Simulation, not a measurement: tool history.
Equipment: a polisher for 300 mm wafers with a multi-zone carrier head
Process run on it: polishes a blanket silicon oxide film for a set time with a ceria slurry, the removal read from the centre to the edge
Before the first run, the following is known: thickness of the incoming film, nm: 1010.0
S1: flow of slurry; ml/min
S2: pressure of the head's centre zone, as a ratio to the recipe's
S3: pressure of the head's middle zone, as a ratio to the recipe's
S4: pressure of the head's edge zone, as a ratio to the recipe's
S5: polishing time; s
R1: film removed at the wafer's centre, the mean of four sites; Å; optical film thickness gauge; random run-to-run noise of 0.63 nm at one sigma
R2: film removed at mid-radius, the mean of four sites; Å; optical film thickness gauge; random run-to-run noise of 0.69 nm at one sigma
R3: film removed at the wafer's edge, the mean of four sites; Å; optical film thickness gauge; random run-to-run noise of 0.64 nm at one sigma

run,day,S1,S2,S3,S4,S5,R1,R2,R3
1,0.000,250,1.00,1.00,1.00,35,1635.70,1678.40,1597.70
2,0.338,245,0.98,1.00,0.97,32,1480.10,1539.00,1461.80
3,0.642,245,0.98,1.04,0.97,32,1479.30,1560.20,1464.10
4,0.821,235,0.96,1.06,0.94,29,1289.40,1455.10,1304.70
5,1.133,230,0.95,1.06,0.92,27,1191.80,1350.30,1196.20
6,1.354,225,0.94,1.05,0.90,26,1147.30,1283.90,1138.10
7,1.717,215,0.92,1.05,0.89,25,1061.30,1233.60,1080.70
8,1.796,210,0.91,1.04,0.88,24,1007.80,1179.00,1022.30
9,2.079,170,0.82,0.97,0.81,21,761.15,951.06,852.01
10,2.171,185,0.83,0.98,0.81,21,786.06,957.40,852.72
11,2.446,195,0.83,0.99,0.81,21,790.55,974.57,865.79
12,2.633,200,0.84,1.00,0.81,21,804.00,992.24,871.18

What does the tool deliver on the next run?
13,2.779,205,0.84,1.00,0.81,21,?,?,?

Run 13 came out at R1 808.04 Å, R2 991.04 Å, R3 868.56 Å.
